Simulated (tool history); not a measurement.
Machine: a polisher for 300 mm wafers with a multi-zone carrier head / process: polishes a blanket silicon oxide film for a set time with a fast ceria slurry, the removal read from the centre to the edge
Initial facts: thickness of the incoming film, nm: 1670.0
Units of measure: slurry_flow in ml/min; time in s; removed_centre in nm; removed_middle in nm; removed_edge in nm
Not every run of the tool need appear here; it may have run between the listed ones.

{"run": 1, "day": 0.0, "slurry_flow": 320, "centre_zone": 1.0, "middle_zone": 1.0, "edge_zone": 1.0, "time": 31, "removed_centre": 582.7, "removed_middle": 591.0, "removed_edge": 592.68}
{"run": 2, "day": 0.121, "slurry_flow": 320, "centre_zone": 1.0, "middle_zone": 1.07, "edge_zone": 1.0, "time": 31, "removed_centre": 572.67, "removed_middle": 617.46, "removed_edge": 596.2}
{"run": 3, "day": 0.225, "slurry_flow": 320, "centre_zone": 1.02, "middle_zone": 1.09, "edge_zone": 1.03, "time": 32, "removed_centre": 607.93, "removed_middle": 636.29, "removed_edge": 605.74}
{"run": 4, "day": 0.346, "slurry_flow": 320, "centre_zone": 1.02, "middle_zone": 1.09, "edge_zone": 1.03, "time": 27, "removed_centre": 508.4, "removed_middle": 537.1, "removed_edge": 526.3}
{"run": 5, "day": 0.629, "slurry_flow": 320, "centre_zone": 1.07, "middle_zone": 1.09, "edge_zone": 1.03, "time": 27, "removed_centre": 530.62, "removed_middle": 550.12, "removed_edge": 522.45}
{"run": 6, "day": 0.771, "slurry_flow": 275, "centre_zone": 1.07, "middle_zone": 1.09, "edge_zone": 1.03, "time": 27, "removed_centre": 517.32, "removed_middle": 527.43, "removed_edge": 502.65}
{"run": 7, "day": 0.933, "slurry_flow": 315, "centre_zone": 1.06, "middle_zone": 1.09, "edge_zone": 1.05, "time": 29, "removed_centre": 563.45, "removed_middle": 572.12, "removed_edge": 560.46}
{"run": 8, "day": 0.975, "slurry_flow": 345, "centre_zone": 1.06, "middle_zone": 1.1, "edge_zone": 1.06, "time": 30, "removed_centre": 599.85, "removed_middle": 612.92, "removed_edge": 593.88}
{"run": 9, "day": 1.3, "slurry_flow": 375, "centre_zone": 1.06, "middle_zone": 1.11, "edge_zone": 1.08, "time": 31, "removed_centre": 625.7, "removed_middle": 644.61, "removed_edge": 620.52}
{"run": 10, "day": 1.488, "slurry_flow": 395, "centre_zone": 1.06, "middle_zone": 1.11, "edge_zone": 1.1, "time": 32, "removed_centre": 639.32, "removed_middle": 672.55, "removed_edge": 631.12}

Forecast run 11:
{"run": 11, "day": 1.642, "slurry_flow": 390, "centre_zone": 1.05, "middle_zone": 1.1, "edge_zone": 1.11, "time": 33, "removed_centre": "?", "removed_middle": "?", "removed_edge": "?"}

removed_centre: 652.97 nm
removed_middle: 673.59 nm
removed_edge: 675.60 nm
